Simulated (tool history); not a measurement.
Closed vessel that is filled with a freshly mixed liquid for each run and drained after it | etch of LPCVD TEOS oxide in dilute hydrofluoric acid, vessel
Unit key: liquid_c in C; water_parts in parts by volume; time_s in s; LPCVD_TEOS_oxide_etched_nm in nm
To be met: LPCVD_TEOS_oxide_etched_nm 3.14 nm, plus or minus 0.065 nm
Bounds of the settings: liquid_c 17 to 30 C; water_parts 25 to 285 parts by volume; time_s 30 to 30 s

run  hour  liquid_c  water_parts  time_s  LPCVD_TEOS_oxide_etched_nm
  1     0        22          155      30                      5.6453
  2   7.4        22          200      30                      4.1433
  3  15.9      20.5          205      30                      3.8742
  4  22.4      19.5          210      30                      3.5939
  5  24.1        21          210      30                      3.7862
  6  25.7        21          210      30                      3.7843
  7  28.4        20          215      30                      3.5653
  8  29.9        19          215      30                      3.4044

Consider the 4 candidate settings below. Which is the only one whose results all fall within their allowed miss of target?
  A  31.4        23          260      30                           ?
  B  31.4        19          220      30                           ?
  C  31.4      18.5          215      30                           ?
  D  31.4      17.5          185      30                           ?

move  LPCVD_TEOS_oxide_etched_nm
   A                      3.0976
   B                      3.2774
   C                      3.3047
   D                      3.7972
A: each result inside its tolerance
B: nearer the targets than the last run, but a result is still out of spec
C: nearer the targets than the last run, but a result is still out of spec
D: moves away from the targets compared with the last run
Go with A: it meets all targets.
